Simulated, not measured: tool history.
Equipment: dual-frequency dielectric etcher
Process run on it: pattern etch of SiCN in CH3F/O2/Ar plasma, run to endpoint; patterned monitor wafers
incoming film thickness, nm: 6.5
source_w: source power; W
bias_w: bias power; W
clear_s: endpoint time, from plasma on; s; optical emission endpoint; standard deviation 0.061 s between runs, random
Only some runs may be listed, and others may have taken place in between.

run,hour,source_w,bias_w,clear_s
1,0.0,440,66,16.902
2,5.1,470,68,16.051
3,6.9,500,68,15.439
4,11.4,520,68,15.275
5,14.6,540,68,14.981
6,15.9,540,62,15.344
7,22.1,560,63,15.004
8,25.5,570,64,14.766
9,30.6,580,65,14.625

Predict the results of run 10:
10,33.9,590,66,?

{"run 10": {"clear_s": 14.431}}

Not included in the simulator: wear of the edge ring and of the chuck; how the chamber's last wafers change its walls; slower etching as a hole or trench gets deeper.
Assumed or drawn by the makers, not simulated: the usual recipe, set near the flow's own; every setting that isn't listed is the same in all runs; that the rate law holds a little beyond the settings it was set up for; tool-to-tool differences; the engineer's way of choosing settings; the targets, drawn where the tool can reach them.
